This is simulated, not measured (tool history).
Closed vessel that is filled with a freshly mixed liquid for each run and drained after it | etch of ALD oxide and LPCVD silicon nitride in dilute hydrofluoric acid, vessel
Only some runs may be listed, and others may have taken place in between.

run,day,temperature setpoint of the liquid (°C),parts of water to one part of 49 % hydrofluoric acid (parts by volume),time in the liquid (s),thickness taken off the ALD oxide on a monitor wafer (Å),thickness taken off the LPCVD silicon nitride on a monitor wafer (Å)
1,0,21,50,60,285.39,5.4743
2,0.325,21,50,75,360.58,6.8766
3,0.442,21.5,55,75,330.93,6.0503
4,0.542,20,55,75,311.82,5.3244
5,0.717,20,40,75,433.55,7.5639
6,0.862,23,40,75,495.14,10.895
# day 1.029: thermometer replaced
7,1.029,22.5,40,75,460.93,9.1016

Estimate the outcome of run 8 from the log above:
8,1.179,22.5,50,75,?,?

{"run 8": {"thickness taken off the ALD oxide on a monitor wafer (Å)": 369.43, "thickness taken off the LPCVD silicon nitride on a monitor wafer (Å)": 7.9714}}

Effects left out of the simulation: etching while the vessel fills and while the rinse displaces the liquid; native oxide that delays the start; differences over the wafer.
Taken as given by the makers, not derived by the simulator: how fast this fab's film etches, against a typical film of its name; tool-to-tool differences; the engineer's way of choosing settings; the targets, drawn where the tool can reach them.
